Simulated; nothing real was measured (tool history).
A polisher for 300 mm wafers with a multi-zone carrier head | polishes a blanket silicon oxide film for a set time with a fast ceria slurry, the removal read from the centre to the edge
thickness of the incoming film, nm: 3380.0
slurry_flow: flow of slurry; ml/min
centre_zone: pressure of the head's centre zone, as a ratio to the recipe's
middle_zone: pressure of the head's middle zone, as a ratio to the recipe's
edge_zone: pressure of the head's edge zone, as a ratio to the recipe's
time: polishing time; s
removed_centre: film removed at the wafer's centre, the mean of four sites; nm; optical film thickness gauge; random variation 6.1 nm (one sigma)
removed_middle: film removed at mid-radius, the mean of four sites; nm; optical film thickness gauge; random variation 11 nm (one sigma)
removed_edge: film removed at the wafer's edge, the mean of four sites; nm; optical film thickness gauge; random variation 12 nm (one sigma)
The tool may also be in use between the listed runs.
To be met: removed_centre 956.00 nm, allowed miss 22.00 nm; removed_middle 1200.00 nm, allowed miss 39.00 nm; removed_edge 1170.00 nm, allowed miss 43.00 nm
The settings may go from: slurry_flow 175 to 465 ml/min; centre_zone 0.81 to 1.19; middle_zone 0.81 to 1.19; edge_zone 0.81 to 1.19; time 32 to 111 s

run  hour  slurry_flow  centre_zone  middle_zone  edge_zone  time  removed_centre  removed_middle  removed_edge
  1   0.0          295         1.00         1.00       1.00    71          777.13          777.04        798.81
  2   2.0          350         1.00         1.00       1.00    71          792.18          797.34        799.27
  3   9.9          350         1.00         1.00       1.00    58          639.76          650.16        666.12
  4  13.8          330         0.96         1.04       1.05    68          728.06          779.73        780.87
  5  20.4          310         0.92         1.06       1.08    76          791.13          887.26        880.97
  6  25.3          310         0.92         1.06       1.08    60          622.21          700.11        699.63
  7  29.8          310         0.86         1.14       1.18    80          800.90         1004.10        972.40
  8  37.8          320         0.86         1.14       1.18    84          828.24         1047.20       1034.40
  9  40.3          325         0.87         1.15       1.18    86          874.17         1079.90       1038.80
 10  49.1          325         0.86         1.15       1.18    88          873.91         1105.40       1072.50
 11  55.5          325         0.86         1.15       1.18    90          900.09         1125.90       1092.20
 12  61.1          325         0.86         1.15       1.18    92          928.36         1162.30       1110.70

4 next moves are on the table. One of them brings every result within its allowed miss. Which?
  A  66.7          330         0.91         1.14       1.10    88               ?               ?             ?
  B  66.7          400         0.85         1.06       1.16    94               ?               ?             ?
  C  66.7          285         0.86         1.15       1.18    96               ?               ?             ?
  D  66.7          345         0.86         1.14       1.18    88               ?               ?             ?

move  removed_centre  removed_middle  removed_edge
   A          908.59         1095.40       1040.30
   B          943.64         1117.60       1156.40
   C          941.81         1188.00       1164.50
   D          879.53         1099.50       1081.60
A: further off than the last run
B: brings the result that was furthest off to its target, and leaves another outside
C: meets every target
D: further off than the last run
The right move is C.
